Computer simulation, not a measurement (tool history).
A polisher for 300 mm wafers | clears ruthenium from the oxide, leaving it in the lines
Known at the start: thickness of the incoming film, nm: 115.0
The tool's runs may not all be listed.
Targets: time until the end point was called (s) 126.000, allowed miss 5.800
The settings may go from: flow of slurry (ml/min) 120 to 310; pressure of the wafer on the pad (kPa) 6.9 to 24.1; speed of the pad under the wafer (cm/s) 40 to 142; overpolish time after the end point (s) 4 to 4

run	day	flow of slurry (ml/min)	pressure of the wafer on the pad (kPa)	speed of the pad under the wafer (cm/s)	overpolish time after the end point (s)	time until the end point was called (s)
1	0.000	200	15.2	90	4	98.891
2	0.154	200	18.6	90	4	82.639
3	0.196	200	18.6	90	4	82.118
4	0.396	200	18.6	80	4	88.605
5	0.508	200	17.2	78	4	99.807
6	0.646	170	17.2	78	4	100.210
7	0.762	170	15.9	78	4	107.830
8	0.892	170	15.9	78	4	110.640
9	0.942	170	15.2	78	4	113.290
10	1.004	170	14.5	78	4	120.700

5 next moves are on the table. One of them brings every result within its allowed miss. Which?
A	1.067	195	12.4	98	4	?
B	1.067	275	11.0	122	4	?
C	1.067	140	15.9	66	4	?
D	1.067	180	14.5	82	4	?
E	1.067	200	13.1	90	4	?

move	time until the end point was called (s)
A	115.420
B	105.670
C	125.130
D	114.190
E	116.290
A: further off than the last run
B: further off than the last run
C: meets every target
D: further off than the last run
E: further off than the last run
Move C is the one to make.
